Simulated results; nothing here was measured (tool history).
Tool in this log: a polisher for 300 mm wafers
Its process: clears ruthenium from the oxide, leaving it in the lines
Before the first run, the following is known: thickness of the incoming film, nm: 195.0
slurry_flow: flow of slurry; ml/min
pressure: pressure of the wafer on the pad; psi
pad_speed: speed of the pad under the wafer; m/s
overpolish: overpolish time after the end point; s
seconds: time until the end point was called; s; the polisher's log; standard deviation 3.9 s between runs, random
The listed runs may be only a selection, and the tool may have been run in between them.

Run 1, hour 0.0: slurry_flow 250 ml/min, pressure 2.3 psi, pad_speed 1.10 m/s, overpolish 34 s. Result: seconds 177.29 s.
Run 2, hour 8.3: slurry_flow 250 ml/min, pressure 2.3 psi, pad_speed 1.30 m/s, overpolish 34 s. Result: seconds 152.63 s.
Run 3, hour 11.5: slurry_flow 245 ml/min, pressure 2.0 psi, pad_speed 1.22 m/s, overpolish 34 s. Result: seconds 179.05 s.
Run 4, hour 12.6: slurry_flow 245 ml/min, pressure 1.8 psi, pad_speed 1.12 m/s, overpolish 34 s. Result: seconds 209.75 s.
Run 5, hour 13.4: slurry_flow 245 ml/min, pressure 1.8 psi, pad_speed 1.12 m/s, overpolish 36 s. Result: seconds 214.84 s.
Run 6, hour 17.0: slurry_flow 245 ml/min, pressure 1.6 psi, pad_speed 1.06 m/s, overpolish 36 s. Result: seconds 245.03 s.
Run 7, hour 25.7: slurry_flow 245 ml/min, pressure 1.5 psi, pad_speed 1.02 m/s, overpolish 36 s. Result: seconds 259.27 s.

Run 8 is up next; what results do you expect?
Run 8, hour 31.3: slurry_flow 245 ml/min, pressure 1.4 psi, pad_speed 0.98 m/s, overpolish 36 s. Result: seconds ?.

Run 8 measured seconds 283.14 s.
